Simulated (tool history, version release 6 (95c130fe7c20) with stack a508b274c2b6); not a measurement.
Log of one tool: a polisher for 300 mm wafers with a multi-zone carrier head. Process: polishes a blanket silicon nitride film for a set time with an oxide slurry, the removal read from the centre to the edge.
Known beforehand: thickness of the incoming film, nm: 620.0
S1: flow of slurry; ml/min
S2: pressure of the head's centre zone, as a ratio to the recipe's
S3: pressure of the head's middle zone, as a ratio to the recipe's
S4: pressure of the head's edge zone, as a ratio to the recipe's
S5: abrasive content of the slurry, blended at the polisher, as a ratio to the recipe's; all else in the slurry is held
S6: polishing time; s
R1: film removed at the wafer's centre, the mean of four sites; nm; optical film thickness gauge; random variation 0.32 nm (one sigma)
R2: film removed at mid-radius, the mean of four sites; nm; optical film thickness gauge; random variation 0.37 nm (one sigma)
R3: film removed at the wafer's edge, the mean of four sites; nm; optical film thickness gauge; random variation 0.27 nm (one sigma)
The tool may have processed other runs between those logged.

run    day   S1    S2    S3    S4    S5  S6      R1      R2      R3
  1  0.000  230  1.00  1.00  1.00  1.00  53  29.083  28.338  29.149
  2  0.271  240  0.98  1.05  1.02  1.05  53  29.062  30.722  29.793
  3  0.488  240  0.98  1.05  1.02  0.95  53  28.294  29.381  29.074
  4  0.588  240  1.02  1.05  1.02  0.95  53  29.202  29.383  29.108
  5  0.846  240  1.02  1.05  1.02  0.95  62  34.427  34.156  33.466
  6  1.167  240  0.99  1.07  1.03  0.95  62  33.316  35.171  33.881
  7  1.254  240  0.97  1.09  1.03  0.95  62  33.231  34.865  33.957

Estimate the outcome of run 8 from the log above:
  8  1.421  255  0.93  1.11  1.02  0.95  62   ?   ?   ?

R1: 31.128 nm
R2: 37.129 nm
R3: 33.942 nm

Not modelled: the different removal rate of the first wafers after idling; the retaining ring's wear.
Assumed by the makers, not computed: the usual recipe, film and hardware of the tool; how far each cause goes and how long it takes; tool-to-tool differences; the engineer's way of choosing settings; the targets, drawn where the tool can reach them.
